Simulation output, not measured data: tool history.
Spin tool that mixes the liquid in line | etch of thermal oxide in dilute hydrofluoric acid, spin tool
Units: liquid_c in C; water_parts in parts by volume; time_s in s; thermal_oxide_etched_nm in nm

| run | day | liquid_c | water_parts | time_s | thermal_oxide_etched_nm |
|---|---|---|---|---|---|
| 1 | 0 | 22 | 180 | 100 | 2.0921 |
| 2 | 0.079 | 22 | 180 | 100 | 2.0966 |
| 3 | 0.292 | 22 | 180 | 100 | 2.1102 |
| 4 | 0.625 | 21 | 185 | 100 | 1.9797 |
| 5 | 0.833 | 20.5 | 190 | 100 | 1.8533 |
| 6 | 0.992 | 20 | 195 | 100 | 1.7903 |
| 7 | 1.367 | 19.5 | 200 | 100 | 1.6876 |
| 8 | 1.717 | 19 | 200 | 100 | 1.662 |
| 9 | 1.754 | 19 | 200 | 100 | 1.6581 |

Run 10 comes next. What will it give?
| 10 | 1.8 | 18.5 | 200 | 100 | ? |

thermal_oxide_etched_nm: 1.5978 nm
